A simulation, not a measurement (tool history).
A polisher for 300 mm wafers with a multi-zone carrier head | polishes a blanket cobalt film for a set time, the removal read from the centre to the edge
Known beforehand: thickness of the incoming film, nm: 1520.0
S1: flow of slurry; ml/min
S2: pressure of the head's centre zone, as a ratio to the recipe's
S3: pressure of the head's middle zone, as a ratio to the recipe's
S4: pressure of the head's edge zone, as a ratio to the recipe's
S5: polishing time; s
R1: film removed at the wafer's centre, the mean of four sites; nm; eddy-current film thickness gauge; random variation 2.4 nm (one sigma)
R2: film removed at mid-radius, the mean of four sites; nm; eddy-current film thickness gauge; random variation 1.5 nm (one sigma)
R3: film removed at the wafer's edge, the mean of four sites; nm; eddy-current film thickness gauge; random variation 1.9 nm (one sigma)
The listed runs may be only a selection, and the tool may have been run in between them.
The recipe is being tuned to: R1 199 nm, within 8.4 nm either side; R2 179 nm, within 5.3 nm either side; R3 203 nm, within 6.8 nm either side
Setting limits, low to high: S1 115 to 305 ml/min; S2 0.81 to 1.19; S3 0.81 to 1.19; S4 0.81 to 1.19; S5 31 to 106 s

Run 1, hour 0: S1 195 ml/min, S2 1, S3 1, S4 1, S5 68 s. Result: R1 165.41 nm, R2 163.16 nm, R3 170.82 nm.
Run 2, hour 6.6: S1 195 ml/min, S2 1.04, S3 1, S4 1, S5 68 s. Result: R1 170.96 nm, R2 160.45 nm, R3 169.01 nm.
Run 3, hour 9.5: S1 195 ml/min, S2 0.96, S3 1, S4 1, S5 68 s. Result: R1 159.44 nm, R2 163.81 nm, R3 167 nm.
Run 4, hour 14.6: S1 195 ml/min, S2 0.96, S3 0.92, S4 1, S5 68 s. Result: R1 157.35 nm, R2 155.23 nm, R3 173.9 nm.
Run 5, hour 21.5: S1 205 ml/min, S2 0.98, S3 0.93, S4 1.02, S5 69 s. Result: R1 163.95 nm, R2 159.53 nm, R3 174.49 nm.
Run 6, hour 26.8: S1 205 ml/min, S2 0.99, S3 0.93, S4 1.02, S5 71 s. Result: R1 172.88 nm, R2 162.74 nm, R3 181.5 nm.
Run 7, hour 28.1: S1 210 ml/min, S2 0.99, S3 0.93, S4 1.03, S5 72 s. Result: R1 171.37 nm, R2 164.22 nm, R3 183.37 nm.
Run 8, hour 35.6: S1 210 ml/min, S2 1, S3 0.93, S4 1.03, S5 73 s. Result: R1 183.64 nm, R2 168.48 nm, R3 187.09 nm.
Run 9, hour 40.4: S1 215 ml/min, S2 1, S3 0.93, S4 1.04, S5 74 s. Result: R1 178.77 nm, R2 172.43 nm, R3 189.01 nm.
Run 10, hour 41.3: S1 215 ml/min, S2 1.01, S3 0.93, S4 1.04, S5 75 s. Result: R1 184.37 nm, R2 172.29 nm, R3 197.49 nm.
Run 11, hour 45.2: S1 220 ml/min, S2 1.02, S3 0.93, S4 1.04, S5 75 s. Result: R1 186.69 nm, R2 176.05 nm, R3 191.6 nm.

Consider the 4 candidate settings below. Which is the only one whose results all fall within their allowed miss of target?
Run A, hour 49.1: S1 215 ml/min, S2 1.05, S3 0.92, S4 1.09, S5 78 s. Result: R1 ?, R2 ?, R3 ?.
Run B, hour 49.1: S1 280 ml/min, S2 0.88, S3 0.89, S4 0.98, S5 79 s. Result: R1 ?, R2 ?, R3 ?.
Run C, hour 49.1: S1 275 ml/min, S2 1.1, S3 0.95, S4 0.97, S5 70 s. Result: R1 ?, R2 ?, R3 ?.
Run D, hour 49.1: S1 290 ml/min, S2 1.05, S3 0.96, S4 1, S5 70 s. Result: R1 ?, R2 ?, R3 ?.

move      R1      R2      R3
   A  198.24  177.66   208.1
   B  174.31  181.86  205.21
   C  193.05  168.35  180.54
   D  185.39  170.64  183.98
A: each result inside its tolerance
B: meets the target for the result that was furthest off, but another lies outside its allowed miss
C: its largest miss is bigger than the last run's
D: its largest miss is bigger than the last run's
The right move is A.
